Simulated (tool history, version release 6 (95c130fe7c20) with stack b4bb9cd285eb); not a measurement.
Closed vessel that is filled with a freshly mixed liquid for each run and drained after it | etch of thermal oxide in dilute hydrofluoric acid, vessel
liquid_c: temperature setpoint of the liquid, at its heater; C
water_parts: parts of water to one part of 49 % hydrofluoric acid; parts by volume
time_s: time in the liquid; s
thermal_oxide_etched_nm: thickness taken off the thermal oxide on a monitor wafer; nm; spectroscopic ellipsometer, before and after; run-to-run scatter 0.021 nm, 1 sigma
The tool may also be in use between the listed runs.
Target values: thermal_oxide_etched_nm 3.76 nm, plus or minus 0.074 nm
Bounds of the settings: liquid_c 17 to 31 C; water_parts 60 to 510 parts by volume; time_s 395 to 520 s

{"run": 1, "hour": 0.0, "liquid_c": 23, "water_parts": 285, "time_s": 520, "thermal_oxide_etched_nm": 7.2021}
{"run": 2, "hour": 9.5, "liquid_c": 23, "water_parts": 285, "time_s": 520, "thermal_oxide_etched_nm": 7.195}
{"run": 3, "hour": 16.8, "liquid_c": 23, "water_parts": 345, "time_s": 520, "thermal_oxide_etched_nm": 5.5849}
{"run": 4, "hour": 24.2, "liquid_c": 23, "water_parts": 285, "time_s": 520, "thermal_oxide_etched_nm": 7.1797}
{"hour": 27.9, "done": "thermometer replaced"}
{"run": 5, "hour": 27.9, "liquid_c": 21, "water_parts": 320, "time_s": 520, "thermal_oxide_etched_nm": 5.4007}
{"run": 6, "hour": 35.2, "liquid_c": 19.5, "water_parts": 330, "time_s": 520, "thermal_oxide_etched_nm": 4.9116}
{"run": 7, "hour": 44.6, "liquid_c": 18.5, "water_parts": 340, "time_s": 520, "thermal_oxide_etched_nm": 4.5505}
{"run": 8, "hour": 47.0, "liquid_c": 18, "water_parts": 350, "time_s": 520, "thermal_oxide_etched_nm": 4.2513}

Which of these 5 next moves meets every target?
{"run": "A", "hour": 49.4, "liquid_c": 18, "water_parts": 335, "time_s": 430, "thermal_oxide_etched_nm": "?"}
{"run": "B", "hour": 49.4, "liquid_c": 17, "water_parts": 350, "time_s": 455, "thermal_oxide_etched_nm": "?"}
{"run": "C", "hour": 49.4, "liquid_c": 22, "water_parts": 330, "time_s": 500, "thermal_oxide_etched_nm": "?"}
{"run": "D", "hour": 49.4, "liquid_c": 17, "water_parts": 355, "time_s": 460, "thermal_oxide_etched_nm": "?"}
{"run": "E", "hour": 49.4, "liquid_c": 17.5, "water_parts": 350, "time_s": 485, "thermal_oxide_etched_nm": "?"}

move=A thermal_oxide_etched_nm=3.761
move=B thermal_oxide_etched_nm=3.6265
move=C thermal_oxide_etched_nm=5.1472
move=D thermal_oxide_etched_nm=3.6003
move=E thermal_oxide_etched_nm=3.9375
A: in spec on every target
B: takes the biggest miss from the last run beyond its target
C: further off than the last run
D: takes the biggest miss from the last run beyond its target
E: better than the last run, though not everything is in spec
The right move is A.

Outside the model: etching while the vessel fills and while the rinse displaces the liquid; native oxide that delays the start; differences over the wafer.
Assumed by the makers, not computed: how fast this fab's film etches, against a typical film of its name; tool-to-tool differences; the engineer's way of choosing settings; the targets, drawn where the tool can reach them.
